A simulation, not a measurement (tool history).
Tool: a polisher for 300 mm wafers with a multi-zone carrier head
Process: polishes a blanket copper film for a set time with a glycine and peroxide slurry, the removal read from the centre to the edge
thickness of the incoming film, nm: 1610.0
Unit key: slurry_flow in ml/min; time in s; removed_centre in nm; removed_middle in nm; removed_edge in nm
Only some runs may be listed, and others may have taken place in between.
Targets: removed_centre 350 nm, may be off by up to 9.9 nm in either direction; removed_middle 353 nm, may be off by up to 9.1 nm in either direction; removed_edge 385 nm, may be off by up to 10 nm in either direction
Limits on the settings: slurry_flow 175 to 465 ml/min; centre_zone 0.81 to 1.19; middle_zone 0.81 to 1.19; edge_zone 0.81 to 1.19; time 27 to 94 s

run	hour	slurry_flow	centre_zone	middle_zone	edge_zone	time	removed_centre	removed_middle	removed_edge
1	0	295	1	1	1	60	278.59	277.39	269.58
2	4.5	295	0.94	1	1	60	257.84	276.77	270.48
3	12.6	300	0.95	0.99	1.05	64	282.89	289.24	292.82
4	16	275	0.95	0.99	1.05	64	277.47	288.26	289.94
5	23.4	275	0.95	0.99	1.05	54	233.87	243.89	248.66
6	27.7	280	0.94	0.99	1.08	61	266.72	275.3	283.66
7	28.7	295	0.93	0.99	1.11	65	278.35	296.27	305.13
8	29.9	300	0.93	0.98	1.13	68	292.49	304.95	324.32
9	35.9	315	0.94	0.98	1.15	70	306.62	318.94	338.99
10	39.7	325	0.95	0.98	1.16	72	319.36	329.26	347.36
11	46	320	0.95	0.97	1.17	74	327.84	334.48	361.89
12	50.2	325	0.95	0.97	1.18	75	331.18	339.96	363.74
13	58.3	330	0.95	0.96	1.18	76	334.58	337.22	371.4

Next run, 4 choices. One meets every target within its allowed miss, the rest don't. Which?
A	66.4	325	0.93	1.03	1.18	74	?	?	?
B	66.4	385	0.96	0.96	1.19	78	?	?	?
C	66.4	340	1.04	1.02	1.14	76	?	?	?
D	66.4	335	0.94	0.89	1.19	78	?	?	?

move	removed_centre	removed_middle	removed_edge
A	320.98	353.44	363.69
B	349.91	354.49	388.31
C	359.18	360.83	367.69
D	341.33	330.18	386.3
A: brings the last run's worst result on target, with another outside its allowed miss
B: all results in spec
C: brings the last run's worst result on target, with another outside its allowed miss
D: misses by more than the last run did
The move that meets every target is B.

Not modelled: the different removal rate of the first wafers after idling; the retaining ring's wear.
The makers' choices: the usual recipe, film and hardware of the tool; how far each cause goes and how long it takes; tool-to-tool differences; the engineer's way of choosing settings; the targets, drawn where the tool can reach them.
